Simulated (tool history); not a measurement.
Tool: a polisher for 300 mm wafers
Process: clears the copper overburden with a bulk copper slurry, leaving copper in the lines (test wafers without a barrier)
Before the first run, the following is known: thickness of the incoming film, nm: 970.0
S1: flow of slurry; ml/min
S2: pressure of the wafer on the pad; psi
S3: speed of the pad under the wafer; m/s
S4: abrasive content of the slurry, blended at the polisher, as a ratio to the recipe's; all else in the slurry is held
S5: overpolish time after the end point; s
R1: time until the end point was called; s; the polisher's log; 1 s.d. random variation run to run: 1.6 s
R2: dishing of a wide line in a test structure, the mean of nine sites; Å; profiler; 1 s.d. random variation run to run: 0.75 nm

run  hour   S1   S2    S3  S4  S5      R1      R2
  1     0  165  2.3  1.06   1  17  132.11  559.15
  2   6.3  165  2.3  1.06   1  19  132.09  586.04
  3  10.9  165  2.3  1.06   1  20  127.14  594.93
  4  15.3  165  2.6  1.06   1  20   115.9  635.05
  5  16.1  160  2.5  1.06   1  22  121.27  634.04
  6    23  160  2.5  0.92   1  22  136.92  612.45
  7  25.5  160  2.5  0.92   1  22   136.5  614.48

Expected results for the next run?
  8  32.7  160  2.5  0.92   1  23   ?   ?

R1: 135.5 s
R2: 626.12 Å
